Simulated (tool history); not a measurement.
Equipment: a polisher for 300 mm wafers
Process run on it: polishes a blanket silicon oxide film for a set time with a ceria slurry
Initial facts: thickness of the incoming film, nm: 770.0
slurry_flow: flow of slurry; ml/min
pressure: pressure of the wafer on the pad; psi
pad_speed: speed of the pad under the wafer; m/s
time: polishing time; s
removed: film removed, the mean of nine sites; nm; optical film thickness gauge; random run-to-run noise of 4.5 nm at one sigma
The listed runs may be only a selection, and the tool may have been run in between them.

run  hour  slurry_flow  pressure  pad_speed  time  removed
  1     0          315       2.3       1.06    68   230.36
  2   7.5          315       2.5       1.06    68   247.29
  3   9.4          395       2.5       1.06    68   247.95
  4  16.4          365       2.5       1.06    68   249.15
  5    20          365       2.3       1.06    68    231.1
  6  27.1          365       2.3       0.94    68   206.52
  7  35.9          365       2.5       0.94    68   228.58

What does the tool deliver on the next run?
  8  43.8          365       2.6       0.94    68        ?

removed: 227.85 nm

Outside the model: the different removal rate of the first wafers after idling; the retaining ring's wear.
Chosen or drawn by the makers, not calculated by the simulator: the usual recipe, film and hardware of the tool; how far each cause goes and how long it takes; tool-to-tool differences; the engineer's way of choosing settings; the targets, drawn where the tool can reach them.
